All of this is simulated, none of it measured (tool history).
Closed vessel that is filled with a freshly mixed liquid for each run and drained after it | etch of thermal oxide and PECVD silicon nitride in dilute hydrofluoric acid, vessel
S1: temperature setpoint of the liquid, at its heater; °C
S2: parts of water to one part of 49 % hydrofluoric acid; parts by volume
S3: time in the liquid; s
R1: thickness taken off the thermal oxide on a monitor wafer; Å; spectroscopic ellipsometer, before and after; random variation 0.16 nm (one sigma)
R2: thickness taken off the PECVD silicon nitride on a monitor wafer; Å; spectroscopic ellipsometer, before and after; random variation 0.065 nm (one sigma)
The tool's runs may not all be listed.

run 1 hour=0.0 | S1=24.0 S2=75 S3=175 | R1=123.19 R2=45.456
run 2 hour=0.8 | S1=26.5 S2=75 S3=175 | R1=134.83 R2=53.452
run 3 hour=4.0 | S1=27.0 S2=65 S3=175 | R1=162.07 R2=63.033
run 4 hour=6.9 | S1=27.5 S2=55 S3=175 | R1=199.31 R2=78.411
run 5 hour=7.6 | S1=30.0 S2=55 S3=175 | R1=220.35 R2=90.918
run 6 hour=13.5 | S1=30.0 S2=50 S3=175 | R1=240.12 R2=100.210

Forecast run 7:
run 7 hour=14.4 | S1=27.5 S2=20 S3=170 | R1=? R2=?

R1: 559.15 Å
R2: 200.900 Å
